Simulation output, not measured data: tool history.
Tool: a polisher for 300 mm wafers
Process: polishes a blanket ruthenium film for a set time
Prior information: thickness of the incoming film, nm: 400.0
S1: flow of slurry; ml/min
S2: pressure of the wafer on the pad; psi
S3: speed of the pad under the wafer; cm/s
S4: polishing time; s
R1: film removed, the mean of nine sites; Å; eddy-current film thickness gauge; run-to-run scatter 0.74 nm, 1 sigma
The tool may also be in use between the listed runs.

{"run": 1, "hour": 0.0, "S1": 265, "S2": 2.6, "S3": 78, "S4": 54, "R1": 643.08}
{"run": 2, "hour": 8.8, "S1": 265, "S2": 2.8, "S3": 78, "S4": 54, "R1": 690.34}
{"run": 3, "hour": 13.8, "S1": 265, "S2": 2.8, "S3": 78, "S4": 54, "R1": 708.04}
{"run": 4, "hour": 17.2, "S1": 265, "S2": 2.8, "S3": 78, "S4": 48, "R1": 618.72}
{"run": 5, "hour": 21.7, "S1": 265, "S2": 3.0, "S3": 78, "S4": 48, "R1": 654.2}
{"run": 6, "hour": 28.8, "S1": 265, "S2": 3.2, "S3": 78, "S4": 48, "R1": 715.09}
{"run": 7, "hour": 36.9, "S1": 265, "S2": 3.3, "S3": 78, "S4": 48, "R1": 736.45}

What does the tool deliver on the next run?
{"run": 8, "hour": 41.2, "S1": 265, "S2": 3.4, "S3": 78, "S4": 48, "R1": "?"}

R1: 757.42 Å
